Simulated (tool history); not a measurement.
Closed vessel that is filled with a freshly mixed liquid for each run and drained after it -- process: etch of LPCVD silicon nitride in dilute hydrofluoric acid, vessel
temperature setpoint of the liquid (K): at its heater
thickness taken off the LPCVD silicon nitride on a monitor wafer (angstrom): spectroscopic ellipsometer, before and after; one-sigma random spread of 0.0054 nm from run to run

run	hour	temperature setpoint of the liquid (K)	parts of water to one part of 49 % hydrofluoric acid (parts by volume)	time in the liquid (s)	thickness taken off the LPCVD silicon nitride on a monitor wafer (angstrom)
1	0.0	296.15	290	700	13.1880
2	7.8	292.65	290	700	10.5310
3	13.9	290.15	290	700	8.9908
4	19.0	290.15	305	700	8.5144
5	21.8	292.65	305	700	10.0750
# hour 25.2: hydrofluoric acid flow meter replaced
6	25.2	292.65	240	700	11.3880
7	28.8	292.15	275	695	9.6351
8	29.4	291.65	305	685	8.3581
9	29.9	291.65	310	685	8.1488
10	38.8	291.65	315	685	8.0017
11	46.1	291.65	315	685	8.0716

Run 12, settings as shown, results not yet in. Your forecast:
12	48.2	291.65	320	685	?

Logged for run 12: thickness taken off the LPCVD silicon nitride on a monitor wafer (angstrom) 7.9860.

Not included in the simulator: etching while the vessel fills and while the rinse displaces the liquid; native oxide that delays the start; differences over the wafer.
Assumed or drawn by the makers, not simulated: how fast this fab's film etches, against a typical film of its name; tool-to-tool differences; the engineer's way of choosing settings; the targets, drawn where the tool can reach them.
